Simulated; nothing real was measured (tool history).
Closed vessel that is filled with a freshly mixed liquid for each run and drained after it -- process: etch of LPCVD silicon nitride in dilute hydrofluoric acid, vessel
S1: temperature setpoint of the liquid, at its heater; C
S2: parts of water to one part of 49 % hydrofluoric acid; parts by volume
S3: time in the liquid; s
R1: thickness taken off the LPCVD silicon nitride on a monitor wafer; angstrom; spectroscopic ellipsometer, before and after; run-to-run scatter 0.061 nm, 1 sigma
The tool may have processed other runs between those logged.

Run 1, hour 0.0: S1 25.0 C, S2 70 parts by volume, S3 1130 s. Result: R1 92.331 angstrom.
Run 2, hour 8.9: S1 25.0 C, S2 50 parts by volume, S3 1130 s. Result: R1 127.880 angstrom.
Run 3, hour 10.8: S1 24.0 C, S2 50 parts by volume, S3 1130 s. Result: R1 119.870 angstrom.
Run 4, hour 18.4: S1 24.0 C, S2 30 parts by volume, S3 1130 s. Result: R1 194.820 angstrom.
Run 5, hour 22.5: S1 24.0 C, S2 30 parts by volume, S3 1130 s. Result: R1 194.520 angstrom.
Run 6, hour 28.7: S1 22.5 C, S2 35 parts by volume, S3 1130 s. Result: R1 152.250 angstrom.
Run 7, hour 30.2: S1 18.5 C, S2 35 parts by volume, S3 1130 s. Result: R1 114.060 angstrom.

Run 8, settings as shown, results not yet in. Your forecast:
Run 8, hour 35.0: S1 18.0 C, S2 35 parts by volume, S3 1130 s. Result: R1 ?.

{"run 8": {"R1": 110.55}}
